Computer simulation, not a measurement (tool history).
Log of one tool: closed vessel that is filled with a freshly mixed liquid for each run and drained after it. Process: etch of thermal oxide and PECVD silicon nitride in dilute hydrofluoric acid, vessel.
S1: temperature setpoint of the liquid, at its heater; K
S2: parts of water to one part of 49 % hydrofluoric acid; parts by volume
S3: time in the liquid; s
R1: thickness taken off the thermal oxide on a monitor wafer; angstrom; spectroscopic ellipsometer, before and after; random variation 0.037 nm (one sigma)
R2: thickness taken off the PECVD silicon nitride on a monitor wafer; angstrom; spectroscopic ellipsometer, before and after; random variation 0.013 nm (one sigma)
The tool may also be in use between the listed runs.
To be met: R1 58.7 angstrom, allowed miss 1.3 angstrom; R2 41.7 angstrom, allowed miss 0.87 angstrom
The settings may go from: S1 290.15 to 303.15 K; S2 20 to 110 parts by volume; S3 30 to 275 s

run	day	S1	S2	S3	R1	R2
1	0	295.15	60	140	114.47	76.005
2	0.271	295.15	65	140	105.1	70.359
3	0.562	295.15	80	140	84.149	57.242
4	0.683	295.15	85	140	78.457	53.988
5	0.817	295.15	90	140	74.158	50.908
# day 1.167: hydrofluoric acid flow meter replaced
6	1.167	295.15	80	140	76.364	52.02
7	1.375	295.15	85	140	70.085	49.146
8	1.742	294.65	90	145	67.508	46.442
9	1.879	294.65	95	150	65.666	45.689

Which of these 5 next moves meets every target?
A	2.017	296.65	110	145	?	?
B	2.017	293.65	95	140	?	?
C	2.017	295.65	100	135	?	?
D	2.017	294.65	80	110	?	?
E	2.017	301.15	110	125	?	?

move	R1	R2
A	58.98	43.404
B	59.466	39.592
C	58.74	41.539
D	58.829	39.389
E	60.515	50.057
A: brings the result that was furthest off to its target, and leaves another outside
B: brings the result that was furthest off to its target, and leaves another outside
C: meets every target
D: brings the result that was furthest off to its target, and leaves another outside
E: further off than the last run
Answer: C

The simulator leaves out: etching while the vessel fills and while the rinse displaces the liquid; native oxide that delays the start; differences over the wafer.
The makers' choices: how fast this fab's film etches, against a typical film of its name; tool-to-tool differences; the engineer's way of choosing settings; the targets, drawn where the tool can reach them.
